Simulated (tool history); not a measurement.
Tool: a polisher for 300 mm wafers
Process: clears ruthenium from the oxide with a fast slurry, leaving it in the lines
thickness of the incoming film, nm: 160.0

| run | hour | flow of slurry (ml/min) | pressure of the wafer on the pad (psi) | speed of the pad under the wafer (m/s) | abrasive content of the slurry | overpolish time after the end point (s) | time until the end point was called (s) | dishing of a wide line in a test structure (nm) |
|---|---|---|---|---|---|---|---|---|
| 1 | 0 | 315 | 1.7 | 1.2 | 1 | 27 | 48.813 | 67.443 |
| 2 | 3.6 | 315 | 1.7 | 1.2 | 1 | 33 | 48.758 | 78.26 |
| 3 | 9.7 | 315 | 1.8 | 1.2 | 1 | 28 | 45.393 | 71.449 |
| 4 | 15.8 | 270 | 1.8 | 1.2 | 1 | 28 | 46.071 | 71.502 |
| 5 | 23.6 | 270 | 1.4 | 1.2 | 1 | 28 | 58.87 | 60.681 |
| 6 | 26.6 | 270 | 1.6 | 1.2 | 1 | 24 | 50.72 | 60.249 |

Forecast run 7:
| 7 | 30.4 | 270 | 1.7 | 1.2 | 1 | 21 | ? | ? |

time until the end point was called (s): 50.271
dishing of a wide line in a test structure (nm): 55.843
